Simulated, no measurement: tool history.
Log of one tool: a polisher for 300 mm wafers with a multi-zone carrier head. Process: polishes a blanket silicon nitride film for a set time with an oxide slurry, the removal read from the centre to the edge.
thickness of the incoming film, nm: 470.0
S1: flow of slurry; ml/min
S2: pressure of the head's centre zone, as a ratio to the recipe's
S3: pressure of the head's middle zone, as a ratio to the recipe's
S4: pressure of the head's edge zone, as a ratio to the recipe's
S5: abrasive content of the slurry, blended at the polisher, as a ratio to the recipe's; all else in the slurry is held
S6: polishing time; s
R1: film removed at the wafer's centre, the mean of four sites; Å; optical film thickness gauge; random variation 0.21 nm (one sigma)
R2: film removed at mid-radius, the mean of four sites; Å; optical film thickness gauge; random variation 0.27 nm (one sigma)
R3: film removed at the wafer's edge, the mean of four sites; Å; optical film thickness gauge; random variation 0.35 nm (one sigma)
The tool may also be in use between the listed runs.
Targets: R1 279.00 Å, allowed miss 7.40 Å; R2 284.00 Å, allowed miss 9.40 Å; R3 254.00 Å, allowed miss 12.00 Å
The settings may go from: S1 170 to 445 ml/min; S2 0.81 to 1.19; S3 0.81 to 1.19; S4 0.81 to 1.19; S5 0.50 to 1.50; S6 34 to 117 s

| run | hour | S1 | S2 | S3 | S4 | S5 | S6 | R1 | R2 | R3 |
|---|---|---|---|---|---|---|---|---|---|---|
| 1 | 0.0 | 285 | 1.00 | 1.00 | 1.00 | 1.00 | 75 | 363.09 | 363.98 | 372.35 |
| 2 | 3.4 | 290 | 1.00 | 1.01 | 0.97 | 0.90 | 74 | 338.86 | 342.66 | 341.14 |
| 3 | 8.4 | 290 | 1.00 | 1.01 | 0.97 | 1.05 | 74 | 363.22 | 371.11 | 359.47 |
| 4 | 14.3 | 290 | 1.00 | 1.01 | 0.97 | 1.25 | 74 | 399.50 | 402.54 | 398.11 |
| 5 | 16.3 | 295 | 1.00 | 1.01 | 0.95 | 1.15 | 74 | 379.07 | 391.18 | 394.60 |
| 6 | 17.8 | 295 | 1.00 | 1.01 | 0.87 | 1.15 | 74 | 384.14 | 391.10 | 369.98 |
| 7 | 19.2 | 285 | 1.00 | 1.01 | 0.86 | 1.05 | 74 | 365.74 | 371.94 | 355.81 |
| 8 | 20.5 | 295 | 1.01 | 1.02 | 0.86 | 0.95 | 73 | 344.52 | 356.86 | 337.21 |
| 9 | 26.6 | 285 | 1.02 | 1.03 | 0.85 | 0.85 | 72 | 321.38 | 329.12 | 296.94 |
| 10 | 28.5 | 275 | 1.02 | 1.03 | 0.84 | 0.80 | 72 | 305.95 | 312.58 | 289.60 |
| 11 | 29.9 | 260 | 1.03 | 1.04 | 0.83 | 0.80 | 72 | 307.54 | 313.51 | 282.90 |
| 12 | 35.6 | 250 | 1.03 | 1.04 | 0.83 | 0.80 | 72 | 302.68 | 314.61 | 280.59 |

4 next moves are on the table. One of them brings every result within its allowed miss. Which?
| A | 41.3 | 245 | 0.85 | 1.08 | 0.88 | 0.90 | 68 | ? | ? | ? |
| B | 41.3 | 245 | 0.90 | 1.15 | 0.88 | 0.75 | 78 | ? | ? | ? |
| C | 41.3 | 265 | 1.05 | 1.05 | 0.82 | 0.70 | 70 | ? | ? | ? |
| D | 41.3 | 170 | 0.94 | 1.08 | 0.97 | 1.00 | 73 | ? | ? | ? |

| move | R1 | R2 | R3 |
|---|---|---|---|
| A | 265.17 | 327.65 | 292.59 |
| B | 284.30 | 355.55 | 300.62 |
| C | 276.19 | 284.80 | 252.08 |
| D | 302.23 | 349.67 | 332.21 |
A: further off than the last run
B: further off than the last run
C: meets every target
D: further off than the last run
Answer: C
